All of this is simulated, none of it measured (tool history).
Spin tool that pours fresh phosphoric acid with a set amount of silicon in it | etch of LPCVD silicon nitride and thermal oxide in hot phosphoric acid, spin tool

| run | hour | temperature setpoint of the liquid (K) | silicon dissolved in the acid as it is poured (mg a litre) | time under the liquid (s) | thickness taken off the LPCVD silicon nitride on a monitor wafer (angstrom) | thickness taken off the thermal oxide on a monitor wafer (angstrom) |
|---|---|---|---|---|---|---|
| 1 | 0 | 433.15 | 8.5 | 180 | 146.53 | 3.5684 |
| 2 | 2.9 | 433.15 | 8.5 | 120 | 97.342 | 2.336 |
| 3 | 7.5 | 434.15 | 12 | 155 | 130.31 | 3.0793 |
| 4 | 11.6 | 435.15 | 14.5 | 175 | 151.57 | 2.9946 |
| 5 | 18.5 | 437.15 | 14.5 | 175 | 162.01 | 3.6554 |
| 6 | 20 | 437.15 | 12.5 | 175 | 162.27 | 4.3076 |
| 7 | 22.1 | 438.15 | 18 | 235 | 226.62 | 4.1474 |

Run 8 is up next; what results do you expect?
|  | 25.5 | thermometer replaced |
| 8 | 25.5 | 438.15 | 17.5 | 235 | ? | ? |

{"run 8": {"thickness taken off the LPCVD silicon nitride on a monitor wafer (angstrom)": 242.16, "thickness taken off the thermal oxide on a monitor wafer (angstrom)": 6.5322}}
